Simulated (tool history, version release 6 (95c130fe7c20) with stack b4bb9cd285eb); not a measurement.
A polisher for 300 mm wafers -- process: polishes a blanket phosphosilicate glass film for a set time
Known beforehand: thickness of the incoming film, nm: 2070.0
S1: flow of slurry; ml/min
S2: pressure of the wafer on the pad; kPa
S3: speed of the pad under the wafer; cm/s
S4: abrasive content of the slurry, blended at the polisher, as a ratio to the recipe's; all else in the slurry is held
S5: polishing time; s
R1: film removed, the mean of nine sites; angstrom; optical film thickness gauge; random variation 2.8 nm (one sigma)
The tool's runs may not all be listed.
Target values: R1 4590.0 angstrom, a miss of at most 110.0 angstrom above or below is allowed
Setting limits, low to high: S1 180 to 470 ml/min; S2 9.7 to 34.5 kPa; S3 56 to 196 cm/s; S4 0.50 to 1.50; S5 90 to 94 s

run    day   S1    S2   S3    S4  S5      R1
  1  0.000  300  22.1  126  1.00  90  8020.8
  2  0.275  300  22.1  126  1.20  90  8627.5
  3  0.592  295  18.6  124  1.20  90  7545.1
  4  0.667  295  18.6  124  1.20  94  7914.3
  5  0.967  295  16.5  116  1.20  94  6978.1
  6  1.179  295  16.5  116  1.05  94  6656.2
  7  1.458  295  14.5  112  1.05  94  6027.8
  8  1.783  295  13.1  108  1.05  94  5470.8
  9  2.125  295  12.4  106  1.05  94  5326.9
 10  2.408  285   9.7  100  1.05  94  4369.6
 11  2.496  295   9.7  100  1.05  94  4394.8

5 next moves are on the table. One of them brings every result within its allowed miss. Which?
  A  2.583  390  12.4   74  1.15  90   ?
  B  2.583  280  13.8   66  1.00  93   ?
  C  2.583  290  11.0  102  1.05  91   ?
  D  2.583  295   9.7   88  1.05  94   ?
  E  2.583  305  10.3   96  1.00  94   ?

move      R1
   A  4272.3
   B  4062.9
   C  4615.8
   D  4052.8
   E  4355.5
A: misses by more than the last run did
B: misses by more than the last run did
C: every result lands within tolerance
D: misses by more than the last run did
E: misses by more than the last run did
Correct choice: C, which meets every target

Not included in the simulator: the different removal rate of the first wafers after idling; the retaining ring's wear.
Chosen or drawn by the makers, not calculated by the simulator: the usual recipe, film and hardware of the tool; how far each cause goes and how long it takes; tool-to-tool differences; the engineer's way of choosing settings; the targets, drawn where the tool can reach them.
